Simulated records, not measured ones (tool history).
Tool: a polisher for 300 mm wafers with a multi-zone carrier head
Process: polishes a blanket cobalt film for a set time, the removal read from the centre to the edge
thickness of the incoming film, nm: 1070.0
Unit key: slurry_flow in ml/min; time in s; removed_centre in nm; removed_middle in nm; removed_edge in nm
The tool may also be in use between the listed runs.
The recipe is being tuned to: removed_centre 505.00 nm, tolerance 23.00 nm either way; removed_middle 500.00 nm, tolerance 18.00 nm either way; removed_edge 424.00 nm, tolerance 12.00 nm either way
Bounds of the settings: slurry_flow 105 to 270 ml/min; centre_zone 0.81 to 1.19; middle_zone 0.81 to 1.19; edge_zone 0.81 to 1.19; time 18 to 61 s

{"run": 1, "hour": 0.0, "slurry_flow": 175, "centre_zone": 1.0, "middle_zone": 1.0, "edge_zone": 1.0, "time": 39, "removed_centre": 299.32, "removed_middle": 296.54, "removed_edge": 301.46}
{"run": 2, "hour": 7.7, "slurry_flow": 145, "centre_zone": 1.0, "middle_zone": 1.0, "edge_zone": 1.0, "time": 39, "removed_centre": 283.42, "removed_middle": 282.14, "removed_edge": 297.85}
{"run": 3, "hour": 13.1, "slurry_flow": 170, "centre_zone": 1.03, "middle_zone": 1.04, "edge_zone": 1.02, "time": 42, "removed_centre": 333.34, "removed_middle": 326.57, "removed_edge": 331.89}
{"run": 4, "hour": 18.9, "slurry_flow": 170, "centre_zone": 1.03, "middle_zone": 1.04, "edge_zone": 1.02, "time": 34, "removed_centre": 262.38, "removed_middle": 265.35, "removed_edge": 270.72}
{"run": 5, "hour": 25.0, "slurry_flow": 190, "centre_zone": 1.05, "middle_zone": 1.08, "edge_zone": 1.02, "time": 38, "removed_centre": 304.21, "removed_middle": 314.87, "removed_edge": 303.51}
{"run": 6, "hour": 28.8, "slurry_flow": 205, "centre_zone": 1.08, "middle_zone": 1.1, "edge_zone": 1.02, "time": 41, "removed_centre": 342.87, "removed_middle": 352.74, "removed_edge": 329.82}
{"run": 7, "hour": 32.6, "slurry_flow": 215, "centre_zone": 1.11, "middle_zone": 1.11, "edge_zone": 1.02, "time": 43, "removed_centre": 361.23, "removed_middle": 371.61, "removed_edge": 353.0}
{"run": 8, "hour": 36.5, "slurry_flow": 220, "centre_zone": 1.13, "middle_zone": 1.12, "edge_zone": 0.97, "time": 46, "removed_centre": 411.39, "removed_middle": 399.87, "removed_edge": 363.74}
{"run": 9, "hour": 38.4, "slurry_flow": 225, "centre_zone": 1.14, "middle_zone": 1.14, "edge_zone": 0.97, "time": 47, "removed_centre": 424.63, "removed_middle": 414.81, "removed_edge": 374.39}
{"run": 10, "hour": 39.2, "slurry_flow": 225, "centre_zone": 1.14, "middle_zone": 1.14, "edge_zone": 0.97, "time": 47, "removed_centre": 428.08, "removed_middle": 420.42, "removed_edge": 372.35}

Below are 5 possible settings for the next run. Only one of them brings all results inside the allowed miss of their targets. Which is it?
{"run": "A", "hour": 40.0, "slurry_flow": 245, "centre_zone": 0.98, "middle_zone": 1.13, "edge_zone": 0.95, "time": 56, "removed_centre": "?", "removed_middle": "?", "removed_edge": "?"}
{"run": "B", "hour": 40.0, "slurry_flow": 165, "centre_zone": 1.15, "middle_zone": 1.17, "edge_zone": 0.91, "time": 54, "removed_centre": "?", "removed_middle": "?", "removed_edge": "?"}
{"run": "C", "hour": 40.0, "slurry_flow": 250, "centre_zone": 1.19, "middle_zone": 1.18, "edge_zone": 0.99, "time": 41, "removed_centre": "?", "removed_middle": "?", "removed_edge": "?"}
{"run": "D", "hour": 40.0, "slurry_flow": 230, "centre_zone": 1.15, "middle_zone": 1.19, "edge_zone": 0.97, "time": 49, "removed_centre": "?", "removed_middle": "?", "removed_edge": "?"}
{"run": "E", "hour": 40.0, "slurry_flow": 230, "centre_zone": 1.17, "middle_zone": 1.18, "edge_zone": 0.92, "time": 55, "removed_centre": "?", "removed_middle": "?", "removed_edge": "?"}

move=A removed_centre=452.71 removed_middle=500.03 removed_edge=448.42
move=B removed_centre=464.94 removed_middle=464.19 removed_edge=403.42
move=C removed_centre=393.77 removed_middle=380.73 removed_edge=335.30
move=D removed_centre=450.53 removed_middle=452.91 removed_edge=393.23
move=E removed_centre=513.37 removed_middle=504.66 removed_edge=430.60
A: gets the furthest-off result to its target, but another result is out of tolerance
B: gains on the last run, yet a result remains outside its allowed miss
C: lands further from the targets than the last run did
D: gains on the last run, yet a result remains outside its allowed miss
E: meets every target
Answer: E
